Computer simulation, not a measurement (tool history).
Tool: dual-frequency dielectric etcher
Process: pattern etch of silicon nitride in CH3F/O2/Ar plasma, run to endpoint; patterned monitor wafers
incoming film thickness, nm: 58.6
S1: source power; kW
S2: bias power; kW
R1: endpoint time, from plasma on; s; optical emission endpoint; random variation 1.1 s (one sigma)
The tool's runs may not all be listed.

run,hour,S1,S2,R1
1,0,0.31,0.061,105.53
2,8.4,0.29,0.059,109.22
3,14.6,0.29,0.051,113.75
4,15.5,0.29,0.058,110.01
5,22.3,0.33,0.058,105.08
6,29.8,0.31,0.055,109
7,36.6,0.29,0.053,112.77

Forecast run 8:
8,39.6,0.28,0.052,?

{"run 8": {"R1": 114.45}}
